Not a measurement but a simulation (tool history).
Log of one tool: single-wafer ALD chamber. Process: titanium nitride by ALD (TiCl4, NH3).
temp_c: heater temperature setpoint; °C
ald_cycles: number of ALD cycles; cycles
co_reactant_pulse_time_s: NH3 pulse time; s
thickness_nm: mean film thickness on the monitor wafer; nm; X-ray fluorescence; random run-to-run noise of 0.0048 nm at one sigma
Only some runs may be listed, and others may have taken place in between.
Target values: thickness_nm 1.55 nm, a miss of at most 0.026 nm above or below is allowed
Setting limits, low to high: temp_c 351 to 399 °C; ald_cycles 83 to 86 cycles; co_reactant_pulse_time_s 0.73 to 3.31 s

{"run": 1, "day": 0.0, "temp_c": 375, "ald_cycles": 83, "co_reactant_pulse_time_s": 2.02, "thickness_nm": 1.709}
{"run": 2, "day": 0.321, "temp_c": 375, "ald_cycles": 83, "co_reactant_pulse_time_s": 2.34, "thickness_nm": 1.7237}
{"run": 3, "day": 0.688, "temp_c": 370, "ald_cycles": 83, "co_reactant_pulse_time_s": 2.01, "thickness_nm": 1.6907}
{"run": 4, "day": 0.792, "temp_c": 370, "ald_cycles": 83, "co_reactant_pulse_time_s": 2.01, "thickness_nm": 1.6882}
{"run": 5, "day": 0.912, "temp_c": 370, "ald_cycles": 86, "co_reactant_pulse_time_s": 2.01, "thickness_nm": 1.7549}
{"run": 6, "day": 1.088, "temp_c": 370, "ald_cycles": 83, "co_reactant_pulse_time_s": 2.01, "thickness_nm": 1.6888}
{"run": 7, "day": 1.442, "temp_c": 370, "ald_cycles": 83, "co_reactant_pulse_time_s": 2.01, "thickness_nm": 1.6903}
{"run": 8, "day": 1.642, "temp_c": 366, "ald_cycles": 83, "co_reactant_pulse_time_s": 1.75, "thickness_nm": 1.6626}
{"run": 9, "day": 1.7, "temp_c": 363, "ald_cycles": 83, "co_reactant_pulse_time_s": 1.54, "thickness_nm": 1.6311}
{"run": 10, "day": 1.767, "temp_c": 361, "ald_cycles": 83, "co_reactant_pulse_time_s": 1.41, "thickness_nm": 1.6008}
{"run": 11, "day": 1.846, "temp_c": 360, "ald_cycles": 83, "co_reactant_pulse_time_s": 1.34, "thickness_nm": 1.5902}

Of the 4 settings listed for the next run, only one would bring every result within its allowed miss of target. Which one?
{"run": "A", "day": 1.925, "temp_c": 374, "ald_cycles": 83, "co_reactant_pulse_time_s": 0.83, "thickness_nm": "?"}
{"run": "B", "day": 1.925, "temp_c": 367, "ald_cycles": 85, "co_reactant_pulse_time_s": 1.23, "thickness_nm": "?"}
{"run": "C", "day": 1.925, "temp_c": 355, "ald_cycles": 83, "co_reactant_pulse_time_s": 1.85, "thickness_nm": "?"}
{"run": "D", "day": 1.925, "temp_c": 360, "ald_cycles": 86, "co_reactant_pulse_time_s": 1.18, "thickness_nm": "?"}

move=A thickness_nm=1.5459
move=B thickness_nm=1.6358
move=C thickness_nm=1.624
move=D thickness_nm=1.6118
A: meets every target
B: lands further from the targets than the last run did
C: lands further from the targets than the last run did
D: lands further from the targets than the last run did
Go with A: it meets all targets.

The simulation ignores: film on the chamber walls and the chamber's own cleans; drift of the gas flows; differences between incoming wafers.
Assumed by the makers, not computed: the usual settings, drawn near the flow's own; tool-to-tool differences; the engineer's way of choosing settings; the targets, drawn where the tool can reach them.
